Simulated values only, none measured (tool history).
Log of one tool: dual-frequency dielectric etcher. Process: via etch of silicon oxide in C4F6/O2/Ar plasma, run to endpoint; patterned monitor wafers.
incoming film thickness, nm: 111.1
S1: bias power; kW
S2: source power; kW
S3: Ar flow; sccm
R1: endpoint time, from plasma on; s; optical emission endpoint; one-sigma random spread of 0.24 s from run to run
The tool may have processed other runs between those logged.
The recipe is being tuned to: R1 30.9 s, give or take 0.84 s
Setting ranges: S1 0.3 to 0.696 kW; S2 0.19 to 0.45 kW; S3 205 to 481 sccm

run  hour     S1    S2   S3      R1
  1     0  0.498  0.32  343  27.293
  2   3.5  0.465  0.31  345  27.975
  3    10   0.51  0.31  345  27.073
  4    18   0.51  0.34  345  25.887
  5  19.8   0.51  0.34  308  26.248
  6  20.9  0.473  0.34  308  26.809
  7  24.9  0.438  0.33  308  27.796
  8  30.9  0.411  0.32  308  28.859
  9  35.7  0.393  0.32  308  29.171
 10  41.6  0.327   0.3  313   32.03

Of the 5 settings listed for the next run, only one would bring every result within its allowed miss of target. Which one?
  A  47.5   0.3  0.31  324   ?
  B  47.5   0.3  0.28  304   ?
  C  47.5  0.32  0.27  298   ?
  D  47.5   0.3  0.29  309   ?
  E  47.5  0.34  0.31  294   ?

move      R1
   A  32.262
   B  33.557
   C  33.355
   D  33.088
   E  30.776
A: misses by more than the last run did
B: misses by more than the last run did
C: misses by more than the last run did
D: misses by more than the last run did
E: every result within its allowed miss
Move E is the one to make.
